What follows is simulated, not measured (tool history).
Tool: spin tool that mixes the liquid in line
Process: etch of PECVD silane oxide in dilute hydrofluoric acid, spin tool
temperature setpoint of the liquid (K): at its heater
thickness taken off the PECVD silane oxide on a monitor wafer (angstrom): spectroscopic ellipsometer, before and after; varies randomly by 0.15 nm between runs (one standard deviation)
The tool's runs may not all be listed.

run,hour,temperature setpoint of the liquid (K),parts of water to one part of 49 % hydrofluoric acid (parts by volume),time under the liquid (s),thickness taken off the PECVD silane oxide on a monitor wafer (angstrom)
1,0,294.15,185,275,196.47
2,6,294.15,140,275,270.96
3,14.5,295.15,140,275,282.24
4,17.3,295.15,140,275,286.01
5,24.3,295.65,140,275,290.44
6,26.4,296.15,140,275,294.84
7,30.7,296.65,140,275,300.75
8,37.1,297.15,140,275,305.64
9,45,297.65,140,275,312.71

Run 10 is up next; what results do you expect?
10,52.7,298.65,140,275,?

{"run 10": {"thickness taken off the PECVD silane oxide on a monitor wafer (angstrom)": 322.88}}

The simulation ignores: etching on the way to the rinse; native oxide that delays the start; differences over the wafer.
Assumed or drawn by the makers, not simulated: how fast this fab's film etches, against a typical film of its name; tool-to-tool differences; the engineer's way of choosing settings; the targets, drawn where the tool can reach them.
